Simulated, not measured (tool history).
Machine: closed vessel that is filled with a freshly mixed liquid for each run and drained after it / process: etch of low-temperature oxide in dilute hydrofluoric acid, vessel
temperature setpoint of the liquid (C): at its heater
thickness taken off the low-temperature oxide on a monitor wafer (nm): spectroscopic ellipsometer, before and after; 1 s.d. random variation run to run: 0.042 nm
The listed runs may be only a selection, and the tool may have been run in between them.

run  hour  temperature setpoint of the liquid (C)  parts of water to one part of 49 % hydrofluoric acid (parts by volume)  time in the liquid (s)  thickness taken off the low-temperature oxide on a monitor wafer (nm)
  1     0                                      26                                                                     275                      35                                                                 2.9258
  2   8.2                                      26                                                                     185                      35                                                                 4.7867
  3  11.7                                      26                                                                     185                      35                                                                 4.8053
  4  15.7                                      26                                                                     185                      35                                                                 4.7756
  5  20.7                                      28                                                                     165                      35                                                                 5.9079
  6  22.1                                      28                                                                     250                      35                                                                 3.5167
  7  24.1                                    29.5                                                                     210                      35                                                                 4.5981
  8  30.5                                    30.5                                                                     180                      35                                                                 5.7883
  9  34.6                                    31.5                                                                     160                      35                                                                 6.9312
 10  37.3                                      32                                                                     150                      35                                                                  7.664
 11  46.5                                    32.5                                                                     145                      35                                                                 8.1141
 12  47.5                                      33                                                                     140                      35                                                                 8.5948
 13  53.6                                      33                                                                     135                      35                                                                  9.082

What does the tool deliver on the next run?
 14  61.2                                      34                                                                     125                      35                                                                      ?

{"run 14": {"thickness taken off the low-temperature oxide on a monitor wafer (nm)": 10.185}}
